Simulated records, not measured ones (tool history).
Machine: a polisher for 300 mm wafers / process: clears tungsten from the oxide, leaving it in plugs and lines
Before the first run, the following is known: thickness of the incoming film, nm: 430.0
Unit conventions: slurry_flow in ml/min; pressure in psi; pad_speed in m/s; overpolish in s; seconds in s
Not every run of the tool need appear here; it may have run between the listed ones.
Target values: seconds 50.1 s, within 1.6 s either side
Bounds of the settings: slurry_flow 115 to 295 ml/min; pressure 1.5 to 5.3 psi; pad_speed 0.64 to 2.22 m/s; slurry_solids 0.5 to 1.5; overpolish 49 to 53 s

Run 1, hour 0: slurry_flow 190 ml/min, pressure 3.4 psi, pad_speed 1.42 m/s, slurry_solids 1, overpolish 49 s. Result: seconds 91.606 s.
Run 2, hour 4: slurry_flow 225 ml/min, pressure 3.4 psi, pad_speed 1.42 m/s, slurry_solids 1, overpolish 49 s. Result: seconds 88.881 s.
Run 3, hour 12.9: slurry_flow 225 ml/min, pressure 3.6 psi, pad_speed 1.42 m/s, slurry_solids 1, overpolish 49 s. Result: seconds 83.142 s.
Run 4, hour 18.8: slurry_flow 225 ml/min, pressure 3.8 psi, pad_speed 1.42 m/s, slurry_solids 1, overpolish 49 s. Result: seconds 81.064 s.
Run 5, hour 24.3: slurry_flow 225 ml/min, pressure 4 psi, pad_speed 1.44 m/s, slurry_solids 1, overpolish 49 s. Result: seconds 74.449 s.
Run 6, hour 32: slurry_flow 225 ml/min, pressure 3.4 psi, pad_speed 1.44 m/s, slurry_solids 1, overpolish 49 s. Result: seconds 88.042 s.
Run 7, hour 35.9: slurry_flow 225 ml/min, pressure 3.6 psi, pad_speed 1.44 m/s, slurry_solids 1, overpolish 49 s. Result: seconds 84.374 s.
Run 8, hour 44.7: slurry_flow 235 ml/min, pressure 4.6 psi, pad_speed 1.54 m/s, slurry_solids 1, overpolish 49 s. Result: seconds 61.403 s.

Which of these 4 next moves meets every target?
Run A, hour 53.5: slurry_flow 205 ml/min, pressure 4.5 psi, pad_speed 1.88 m/s, slurry_solids 1.2, overpolish 53 s. Result: seconds ?.
Run B, hour 53.5: slurry_flow 225 ml/min, pressure 3.6 psi, pad_speed 1.64 m/s, slurry_solids 1.15, overpolish 53 s. Result: seconds ?.
Run C, hour 53.5: slurry_flow 230 ml/min, pressure 5.2 psi, pad_speed 1.46 m/s, slurry_solids 1.3, overpolish 53 s. Result: seconds ?.
Run D, hour 53.5: slurry_flow 295 ml/min, pressure 3.8 psi, pad_speed 1.96 m/s, slurry_solids 0.95, overpolish 53 s. Result: seconds ?.

move  seconds
   A   49.675
   B   70.548
   C   53.093
   D   57.787
A: all results in spec
B: moves away from the targets compared with the last run
C: moves toward the targets from the last run without getting all of them in spec
D: moves toward the targets from the last run without getting all of them in spec
A meets every target.
